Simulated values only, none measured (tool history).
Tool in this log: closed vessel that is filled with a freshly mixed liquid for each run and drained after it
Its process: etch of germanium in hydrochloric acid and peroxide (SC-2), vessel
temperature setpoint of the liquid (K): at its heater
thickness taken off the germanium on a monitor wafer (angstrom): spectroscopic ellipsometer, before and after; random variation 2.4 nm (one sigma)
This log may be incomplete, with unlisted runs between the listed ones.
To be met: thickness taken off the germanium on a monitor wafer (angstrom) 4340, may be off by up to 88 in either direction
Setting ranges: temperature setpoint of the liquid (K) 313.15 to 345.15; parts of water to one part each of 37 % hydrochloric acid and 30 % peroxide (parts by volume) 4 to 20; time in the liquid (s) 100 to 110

run  hour  temperature setpoint of the liquid (K)  parts of water to one part each of 37 % hydrochloric acid and 30 % peroxide (parts by volume)  time in the liquid (s)  thickness taken off the germanium on a monitor wafer (angstrom)
  1     0                                  329.15                                                                                             11                     100                                                           3802.1
  2   3.4                                  330.65                                                                                             11                     100                                                           3947.7
  3   4.9                                  331.65                                                                                             11                     100                                                           4094.1
  4   9.1                                  332.15                                                                                             11                     100                                                           4116.5
  5  16.1                                  332.15                                                                                             11                     110                                                           4560.1
  6  22.2                                  332.15                                                                                             11                     110                                                             4565
  7  23.8                                  331.65                                                                                             11                     110                                                           4512.8
  8  28.9                                  331.15                                                                                             11                     110                                                           4420.8

Which of these 4 next moves meets every target?
  A    34                                  331.65                                                                                           10.5                     105                                                                ?
  B    34                                  332.65                                                                                              9                     105                                                                ?
  C    34                                  333.65                                                                                           14.5                     110                                                                ?
  D    34                                  332.15                                                                                           12.5                     110                                                                ?

move  thickness taken off the germanium on a monitor wafer (angstrom)
   A                                                           4303.5
   B                                                             4504
   C                                                           4570.2
   D                                                           4475.9
A: hits every target within its allowed miss
B: lands further from the targets than the last run did
C: lands further from the targets than the last run did
D: lands further from the targets than the last run did
Move A is the one to make.
